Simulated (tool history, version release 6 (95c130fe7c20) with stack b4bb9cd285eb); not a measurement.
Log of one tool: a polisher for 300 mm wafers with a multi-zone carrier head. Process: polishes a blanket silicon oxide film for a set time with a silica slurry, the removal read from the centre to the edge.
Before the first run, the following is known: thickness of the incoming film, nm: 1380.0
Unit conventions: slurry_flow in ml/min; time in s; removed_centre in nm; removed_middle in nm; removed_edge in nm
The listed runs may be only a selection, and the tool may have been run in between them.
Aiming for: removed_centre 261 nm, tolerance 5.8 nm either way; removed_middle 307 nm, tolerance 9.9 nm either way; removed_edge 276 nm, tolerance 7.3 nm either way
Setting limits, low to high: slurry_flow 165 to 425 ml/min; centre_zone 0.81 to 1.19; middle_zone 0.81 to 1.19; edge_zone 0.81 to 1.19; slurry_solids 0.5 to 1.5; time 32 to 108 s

Run 1, day 0: slurry_flow 275 ml/min, centre_zone 1, middle_zone 1, edge_zone 1, slurry_solids 1, time 70 s. Result: removed_centre 243.54 nm, removed_middle 252.09 nm, removed_edge 244.48 nm.
Run 2, day 0.196: slurry_flow 285 ml/min, centre_zone 1, middle_zone 1.02, edge_zone 1.02, slurry_solids 1, time 70 s. Result: removed_centre 242.14 nm, removed_middle 252.34 nm, removed_edge 246.82 nm.
Run 3, day 0.229: slurry_flow 285 ml/min, centre_zone 1, middle_zone 1.02, edge_zone 1.02, slurry_solids 1.15, time 70 s. Result: removed_centre 260.19 nm, removed_middle 268.32 nm, removed_edge 261.37 nm.
Run 4, day 0.462: slurry_flow 290 ml/min, centre_zone 1, middle_zone 1.04, edge_zone 1.03, slurry_solids 1.15, time 70 s. Result: removed_centre 264.23 nm, removed_middle 275.3 nm, removed_edge 267.65 nm.
Run 5, day 0.704: slurry_flow 290 ml/min, centre_zone 1, middle_zone 1.04, edge_zone 1.03, slurry_solids 1.35, time 70 s. Result: removed_centre 277.08 nm, removed_middle 296.79 nm, removed_edge 281.27 nm.
Run 6, day 0.888: slurry_flow 290 ml/min, centre_zone 1, middle_zone 1.04, edge_zone 1.03, slurry_solids 1.35, time 55 s. Result: removed_centre 218.16 nm, removed_middle 231.92 nm, removed_edge 224.34 nm.
Run 7, day 1.233: slurry_flow 295 ml/min, centre_zone 1, middle_zone 1.06, edge_zone 1.04, slurry_solids 1.35, time 56 s. Result: removed_centre 220.7 nm, removed_middle 238.94 nm, removed_edge 225.07 nm.
Run 8, day 1.446: slurry_flow 295 ml/min, centre_zone 1, middle_zone 1.06, edge_zone 1.04, slurry_solids 1.35, time 56 s. Result: removed_centre 221.18 nm, removed_middle 239.37 nm, removed_edge 229.31 nm.
Run 9, day 1.575: slurry_flow 300 ml/min, centre_zone 1, middle_zone 1.08, edge_zone 1.05, slurry_solids 1.35, time 57 s. Result: removed_centre 227.79 nm, removed_middle 245.28 nm, removed_edge 230.25 nm.
Run 10, day 1.658: slurry_flow 295 ml/min, centre_zone 0.99, middle_zone 1.09, edge_zone 1.05, slurry_solids 1.35, time 58 s. Result: removed_centre 229.14 nm, removed_middle 248.99 nm, removed_edge 237.51 nm.
Run 11, day 1.796: slurry_flow 300 ml/min, centre_zone 0.98, middle_zone 1.1, edge_zone 1.05, slurry_solids 1.35, time 59 s. Result: removed_centre 231.68 nm, removed_middle 258.79 nm, removed_edge 239.37 nm.
Run 12, day 1.95: slurry_flow 305 ml/min, centre_zone 0.98, middle_zone 1.11, edge_zone 1.06, slurry_solids 1.35, time 59 s. Result: removed_centre 227.55 nm, removed_middle 257.81 nm, removed_edge 244.67 nm.
Run 13, day 2.038: slurry_flow 345 ml/min, centre_zone 1.02, middle_zone 1.19, edge_zone 1.05, slurry_solids 1.5, time 62 s. Result: removed_centre 266.59 nm, removed_middle 296.41 nm, removed_edge 267.49 nm.
Run 14, day 2.3: slurry_flow 345 ml/min, centre_zone 1.01, middle_zone 1.19, edge_zone 1.05, slurry_solids 1.5, time 62 s. Result: removed_centre 266.88 nm, removed_middle 297.3 nm, removed_edge 268.69 nm.
Run 15, day 2.467: slurry_flow 345 ml/min, centre_zone 1, middle_zone 1.19, edge_zone 1.05, slurry_solids 1.5, time 62 s. Result: removed_centre 261.7 nm, removed_middle 300.42 nm, removed_edge 266.29 nm.

5 next moves are on the table. One of them brings every result within its allowed miss. Which?
Run A, day 2.633: slurry_flow 320 ml/min, centre_zone 0.9, middle_zone 1.12, edge_zone 1.15, slurry_solids 1.35, time 69 s. Result: removed_centre ?, removed_middle ?, removed_edge ?.
Run B, day 2.633: slurry_flow 405 ml/min, centre_zone 0.97, middle_zone 1.19, edge_zone 1.08, slurry_solids 1.4, time 65 s. Result: removed_centre ?, removed_middle ?, removed_edge ?.
Run C, day 2.633: slurry_flow 270 ml/min, centre_zone 0.96, middle_zone 1.07, edge_zone 1.14, slurry_solids 1.5, time 66 s. Result: removed_centre ?, removed_middle ?, removed_edge ?.
Run D, day 2.633: slurry_flow 280 ml/min, centre_zone 0.87, middle_zone 1.09, edge_zone 1.12, slurry_solids 1.5, time 68 s. Result: removed_centre ?, removed_middle ?, removed_edge ?.
Run E, day 2.633: slurry_flow 355 ml/min, centre_zone 0.86, middle_zone 1.17, edge_zone 1.09, slurry_solids 1.45, time 68 s. Result: removed_centre ?, removed_middle ?, removed_edge ?.

move  removed_centre  removed_middle  removed_edge
   A             253          310.55        295.48
   B          265.78          313.26        277.86
   C          264.64          296.53        290.04
   D          247.78          310.06        297.08
   E          247.03          325.83        293.78
A: carries the result that was furthest off beyond its target, to the other side
B: in spec on every target
C: carries the result that was furthest off beyond its target, to the other side
D: carries the result that was furthest off beyond its target, to the other side
E: carries the result that was furthest off beyond its target, to the other side
The move that meets every target is B.

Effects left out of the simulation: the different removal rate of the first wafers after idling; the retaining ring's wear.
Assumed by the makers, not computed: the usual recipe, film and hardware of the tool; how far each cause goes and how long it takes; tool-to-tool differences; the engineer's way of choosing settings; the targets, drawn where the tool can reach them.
